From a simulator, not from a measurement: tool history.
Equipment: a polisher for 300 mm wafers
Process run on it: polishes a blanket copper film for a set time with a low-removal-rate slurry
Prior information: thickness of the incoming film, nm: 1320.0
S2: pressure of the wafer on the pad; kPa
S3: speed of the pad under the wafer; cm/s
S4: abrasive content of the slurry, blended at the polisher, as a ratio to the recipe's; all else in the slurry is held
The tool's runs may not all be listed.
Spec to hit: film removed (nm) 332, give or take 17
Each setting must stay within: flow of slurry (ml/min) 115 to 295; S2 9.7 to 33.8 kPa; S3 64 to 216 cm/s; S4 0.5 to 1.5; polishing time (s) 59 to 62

Run 1, hour 0: flow of slurry (ml/min) 190, S2 21.4 kPa, S3 140 cm/s, S4 1, polishing time (s) 59. Result: film removed (nm) 255.1.
Run 2, hour 8.7: flow of slurry (ml/min) 190, S2 21.4 kPa, S3 140 cm/s, S4 0.9, polishing time (s) 59. Result: film removed (nm) 245.57.
Run 3, hour 13.5: flow of slurry (ml/min) 190, S2 22.1 kPa, S3 140 cm/s, S4 0.9, polishing time (s) 59. Result: film removed (nm) 252.48.
Run 4, hour 19.6: flow of slurry (ml/min) 190, S2 22.8 kPa, S3 140 cm/s, S4 0.9, polishing time (s) 59. Result: film removed (nm) 260.97.
Run 5, hour 27.5: flow of slurry (ml/min) 190, S2 22.8 kPa, S3 160 cm/s, S4 0.9, polishing time (s) 59. Result: film removed (nm) 299.5.
Run 6, hour 30.7: flow of slurry (ml/min) 190, S2 20 kPa, S3 160 cm/s, S4 0.9, polishing time (s) 59. Result: film removed (nm) 263.82.
Run 7, hour 32.6: flow of slurry (ml/min) 190, S2 20.7 kPa, S3 160 cm/s, S4 0.9, polishing time (s) 59. Result: film removed (nm) 272.83.
Run 8, hour 40: flow of slurry (ml/min) 190, S2 21.4 kPa, S3 160 cm/s, S4 0.9, polishing time (s) 59. Result: film removed (nm) 278.2.
Run 9, hour 45.5: flow of slurry (ml/min) 190, S2 22.1 kPa, S3 160 cm/s, S4 0.9, polishing time (s) 59. Result: film removed (nm) 284.63.
Run 10, hour 52.3: flow of slurry (ml/min) 190, S2 22.8 kPa, S3 160 cm/s, S4 0.9, polishing time (s) 59. Result: film removed (nm) 297.34.
Run 11, hour 57.3: flow of slurry (ml/min) 190, S2 24.1 kPa, S3 160 cm/s, S4 0.9, polishing time (s) 59. Result: film removed (nm) 305.48.

Which one of the following 5 next-run settings gets every result inside its allowed miss? There is exactly one.
Run A, hour 62.3: flow of slurry (ml/min) 185, S2 22.1 kPa, S3 140 cm/s, S4 1, polishing time (s) 62. Result: film removed (nm) ?.
Run B, hour 62.3: flow of slurry (ml/min) 200, S2 25.5 kPa, S3 160 cm/s, S4 0.85, polishing time (s) 61. Result: film removed (nm) ?.
Run C, hour 62.3: flow of slurry (ml/min) 200, S2 21.4 kPa, S3 196 cm/s, S4 0.9, polishing time (s) 62. Result: film removed (nm) ?.
Run D, hour 62.3: flow of slurry (ml/min) 160, S2 27.6 kPa, S3 166 cm/s, S4 0.95, polishing time (s) 62. Result: film removed (nm) ?.
Run E, hour 62.3: flow of slurry (ml/min) 200, S2 24.8 kPa, S3 162 cm/s, S4 0.8, polishing time (s) 59. Result: film removed (nm) ?.

move  film removed (nm)
   A             270.37
   B              327.6
   C             356.95
   D             371.68
   E             307.17
A: misses by more than the last run did
B: in spec on every target
C: pushes the last run's worst result past its target
D: pushes the last run's worst result past its target
E: better than the last run, though not everything is in spec
Move B is the one to make.
